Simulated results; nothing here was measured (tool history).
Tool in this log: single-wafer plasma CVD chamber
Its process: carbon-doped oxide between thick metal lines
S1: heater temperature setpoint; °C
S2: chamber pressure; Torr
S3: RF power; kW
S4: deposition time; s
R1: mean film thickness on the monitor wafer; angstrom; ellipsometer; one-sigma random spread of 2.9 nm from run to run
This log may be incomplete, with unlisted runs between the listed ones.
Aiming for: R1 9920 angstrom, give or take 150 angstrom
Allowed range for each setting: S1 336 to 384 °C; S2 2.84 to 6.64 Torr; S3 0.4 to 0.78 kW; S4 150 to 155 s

run  hour   S1    S2     S3   S4      R1
  1     0  360  4.74   0.59  150  8808.9
  2   6.9  359  4.92  0.595  150  8893.3
  3  15.4  359  4.92   0.63  150  9227.4
  4  21.5  359  5.27   0.63  150  9340.8
  5  28.2  358  5.36   0.63  150  9373.4
  6  36.8  363  5.36   0.63  150  9255.6
  7  43.2  362  5.44   0.63  150  9279.4
  8  43.8  361  5.51   0.63  150  9316.1
  9  51.6  360  5.58   0.63  150  9431.5
 10  57.8  360  5.58   0.63  150  9377.5
 11  59.6  359  5.65   0.63  150  9404.9
 12  67.4  358  5.72   0.63  150  9493.6
 13  68.6  357  5.76   0.63  150  9501.6

Below are 5 possible settings for the next run. Only one of them brings all results inside the allowed miss of their targets. Which is it?
  A  69.8  357  6.39   0.62  155   ?
  B  69.8  362  6.23  0.615  153   ?
  C  69.8  363  6.63  0.715  154   ?
  D  69.8  357  5.19   0.61  155   ?
  E  69.8  355  5.63   0.72  152   ?

move      R1
   A  9784.1
   B  9466.4
   C   10341
   D  9416.9
   E   10265
A: all results land within tolerance of their targets
B: the biggest miss grows against the last run
C: takes the result that was furthest off past its target
D: the biggest miss grows against the last run
E: takes the result that was furthest off past its target
Move A is the one to make.
